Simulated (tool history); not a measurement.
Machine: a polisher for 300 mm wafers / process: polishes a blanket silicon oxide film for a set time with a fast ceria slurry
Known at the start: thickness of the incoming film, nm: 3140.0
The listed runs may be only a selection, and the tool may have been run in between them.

run,hour,flow of slurry (ml/min),pressure of the wafer on the pad (psi),speed of the pad under the wafer (cm/s),polishing time (s),film removed (angstrom)
1,0.0,180,3.4,112,30,5369.4
2,0.5,180,3.4,112,27,4764.4
3,7.0,180,3.6,112,27,5043.1
4,12.5,180,3.9,112,27,5398.0
5,13.1,180,3.9,96,27,4711.0
6,19.4,180,3.9,68,27,3352.5
7,20.9,185,4.9,100,28,6549.3

Run 8, settings as shown, results not yet in. Your forecast:
8,22.6,190,5.3,108,28,?

Run 8 produced film removed (angstrom) 7565.9.
